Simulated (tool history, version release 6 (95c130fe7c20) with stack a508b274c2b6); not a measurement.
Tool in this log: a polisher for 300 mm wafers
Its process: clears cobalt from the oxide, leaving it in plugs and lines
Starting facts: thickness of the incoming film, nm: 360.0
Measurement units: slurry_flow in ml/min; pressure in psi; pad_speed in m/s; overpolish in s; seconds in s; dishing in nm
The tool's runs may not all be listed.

run 1 day=0.000 | slurry_flow=295 pressure=1.6 pad_speed=1.18 overpolish=21 | seconds=66.173 dishing=36.739
run 2 day=0.117 | slurry_flow=230 pressure=1.6 pad_speed=1.18 overpolish=21 | seconds=66.479 dishing=36.729
run 3 day=0.383 | slurry_flow=230 pressure=1.4 pad_speed=1.14 overpolish=19 | seconds=79.316 dishing=34.000
run 4 day=0.496 | slurry_flow=230 pressure=1.2 pad_speed=1.12 overpolish=19 | seconds=92.829 dishing=32.142
run 5 day=0.621 | slurry_flow=175 pressure=1.2 pad_speed=1.12 overpolish=19 | seconds=94.117 dishing=31.444
run 6 day=0.679 | slurry_flow=180 pressure=1.1 pad_speed=1.10 overpolish=20 | seconds=102.840 dishing=32.041

What will run 7 give?
run 7 day=1.033 | slurry_flow=175 pressure=0.7 pad_speed=1.04 overpolish=13 | seconds=? dishing=?

seconds: 167.750 s
dishing: 19.489 nm
